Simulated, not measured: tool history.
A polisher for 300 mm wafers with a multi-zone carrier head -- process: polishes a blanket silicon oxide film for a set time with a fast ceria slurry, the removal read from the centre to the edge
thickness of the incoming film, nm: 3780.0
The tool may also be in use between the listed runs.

run	hour	flow of slurry (ml/min)	pressure of the head's centre zone	pressure of the head's middle zone	pressure of the head's edge zone	polishing time (s)	film removed at the wafer's centre (nm)	film removed at mid-radius (nm)	film removed at the wafer's edge (nm)
1	0	210	1	1	1	66	1399.4	1376.2	1405.3
2	3.6	210	1	1.05	1	66	1399.4	1400.9	1441.3
3	4.5	230	1.03	1.08	0.99	67	1496.5	1474.2	1464.4
4	6	245	1.05	1.1	1.01	67	1517.3	1507.9	1479.9
5	12.4	250	1.07	1.11	1.03	68	1591.5	1551.5	1494.4
6	16	290	1.07	1.11	1.03	68	1621.2	1575.8	1495.8
7	18.3	290	1.07	1.11	1.03	68	1605.7	1580.6	1520.5
# hour 23.6: edge zone pressure recalibrated
8	23.6	290	1.07	1.11	1.03	68	1605	1597.5	1496.2

For run 9, what comes out?
9	32.5	280	1.08	1.11	1.05	69	?	?	?

Run 9 came out at film removed at the wafer's centre (nm) 1631.8, film removed at mid-radius (nm) 1609.8, film removed at the wafer's edge (nm) 1496.4.
